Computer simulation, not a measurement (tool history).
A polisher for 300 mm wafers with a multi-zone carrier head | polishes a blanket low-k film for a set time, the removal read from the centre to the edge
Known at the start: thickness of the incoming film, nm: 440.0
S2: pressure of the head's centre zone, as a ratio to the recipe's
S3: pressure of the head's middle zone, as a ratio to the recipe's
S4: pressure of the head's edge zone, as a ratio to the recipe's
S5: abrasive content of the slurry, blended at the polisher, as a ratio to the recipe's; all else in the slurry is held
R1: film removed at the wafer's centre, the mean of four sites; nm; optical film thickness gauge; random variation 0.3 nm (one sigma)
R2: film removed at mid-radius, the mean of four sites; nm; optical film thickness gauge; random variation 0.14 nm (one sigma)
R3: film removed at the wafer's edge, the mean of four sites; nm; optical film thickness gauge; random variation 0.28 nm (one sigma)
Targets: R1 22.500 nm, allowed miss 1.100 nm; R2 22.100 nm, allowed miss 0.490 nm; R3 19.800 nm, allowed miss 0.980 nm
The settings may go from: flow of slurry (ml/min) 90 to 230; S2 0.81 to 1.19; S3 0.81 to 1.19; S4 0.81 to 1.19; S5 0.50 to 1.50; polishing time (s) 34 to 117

Run 1, day 0.000: flow of slurry (ml/min) 150, S2 1.00, S3 1.00, S4 1.00, S5 1.00, polishing time (s) 75. Result: R1 27.234 nm, R2 27.122 nm, R3 28.401 nm.
Run 2, day 0.358: flow of slurry (ml/min) 150, S2 1.00, S3 1.00, S4 0.92, S5 1.00, polishing time (s) 75. Result: R1 28.011 nm, R2 27.103 nm, R3 26.478 nm.
Run 3, day 0.438: flow of slurry (ml/min) 150, S2 0.99, S3 1.00, S4 0.90, S5 0.95, polishing time (s) 75. Result: R1 26.830 nm, R2 26.464 nm, R3 25.314 nm.
Run 4, day 0.675: flow of slurry (ml/min) 145, S2 0.99, S3 1.00, S4 0.89, S5 0.90, polishing time (s) 75. Result: R1 25.868 nm, R2 25.513 nm, R3 24.269 nm.
Run 5, day 0.817: flow of slurry (ml/min) 160, S2 0.99, S3 1.00, S4 0.89, S5 0.90, polishing time (s) 75. Result: R1 25.600 nm, R2 26.102 nm, R3 24.473 nm.
Run 6, day 0.925: flow of slurry (ml/min) 155, S2 0.99, S3 1.00, S4 0.88, S5 0.85, polishing time (s) 75. Result: R1 26.072 nm, R2 25.414 nm, R3 24.218 nm.
Run 7, day 1.104: flow of slurry (ml/min) 150, S2 0.99, S3 1.01, S4 0.87, S5 0.80, polishing time (s) 75. Result: R1 24.334 nm, R2 24.525 nm, R3 23.367 nm.
Run 8, day 1.412: flow of slurry (ml/min) 150, S2 1.00, S3 1.01, S4 0.86, S5 0.80, polishing time (s) 74. Result: R1 24.666 nm, R2 24.408 nm, R3 22.811 nm.
Run 9, day 1.658: flow of slurry (ml/min) 150, S2 1.00, S3 1.01, S4 0.85, S5 0.80, polishing time (s) 74. Result: R1 23.625 nm, R2 24.085 nm, R3 23.337 nm.
Run 10, day 1.946: flow of slurry (ml/min) 150, S2 0.97, S3 0.99, S4 0.84, S5 0.80, polishing time (s) 74. Result: R1 24.004 nm, R2 23.924 nm, R3 22.506 nm.
Run 11, day 2.125: flow of slurry (ml/min) 155, S2 0.96, S3 0.98, S4 0.84, S5 0.80, polishing time (s) 73. Result: R1 22.982 nm, R2 23.397 nm, R3 22.487 nm.
Run 12, day 2.454: flow of slurry (ml/min) 155, S2 0.98, S3 0.99, S4 0.84, S5 0.75, polishing time (s) 73. Result: R1 22.652 nm, R2 22.793 nm, R3 21.550 nm.
Run 13, day 2.533: flow of slurry (ml/min) 160, S2 0.99, S3 0.99, S4 0.84, S5 0.75, polishing time (s) 73. Result: R1 23.037 nm, R2 22.786 nm, R3 21.211 nm.
Run 14, day 2.567: flow of slurry (ml/min) 165, S2 0.99, S3 0.99, S4 0.84, S5 0.75, polishing time (s) 73. Result: R1 23.287 nm, R2 23.046 nm, R3 21.931 nm.
Run 15, day 2.929: flow of slurry (ml/min) 165, S2 1.00, S3 1.00, S4 0.84, S5 0.75, polishing time (s) 73. Result: R1 23.276 nm, R2 23.056 nm, R3 21.377 nm.
Run 16, day 3.042: flow of slurry (ml/min) 170, S2 1.00, S3 1.00, S4 0.84, S5 0.75, polishing time (s) 73. Result: R1 23.419 nm, R2 23.299 nm, R3 21.147 nm.
Run 17, day 3.267: flow of slurry (ml/min) 180, S2 1.00, S3 0.99, S4 0.83, S5 0.70, polishing time (s) 73. Result: R1 23.336 nm, R2 22.789 nm, R3 20.906 nm.

4 next moves are on the table. One of them brings every result within its allowed miss. Which?
Run A, day 3.492: flow of slurry (ml/min) 145, S2 1.07, S3 1.08, S4 0.87, S5 0.50, polishing time (s) 84. Result: R1 ?, R2 ?, R3 ?.
Run B, day 3.492: flow of slurry (ml/min) 115, S2 0.89, S3 0.98, S4 0.96, S5 0.55, polishing time (s) 85. Result: R1 ?, R2 ?, R3 ?.
Run C, day 3.492: flow of slurry (ml/min) 110, S2 0.94, S3 0.85, S4 0.89, S5 0.75, polishing time (s) 79. Result: R1 ?, R2 ?, R3 ?.
Run D, day 3.492: flow of slurry (ml/min) 170, S2 1.00, S3 0.94, S4 0.95, S5 0.65, polishing time (s) 75. Result: R1 ?, R2 ?, R3 ?.

move      R1      R2      R3
   A  22.364  22.030  19.823
   B  19.018  21.106  21.648
   C  22.005  20.867  23.027
   D  22.375  21.215  21.944
A: meets every target
B: takes the result that was furthest off past its target
C: takes the result that was furthest off past its target
D: takes the result that was furthest off past its target
Answer: A

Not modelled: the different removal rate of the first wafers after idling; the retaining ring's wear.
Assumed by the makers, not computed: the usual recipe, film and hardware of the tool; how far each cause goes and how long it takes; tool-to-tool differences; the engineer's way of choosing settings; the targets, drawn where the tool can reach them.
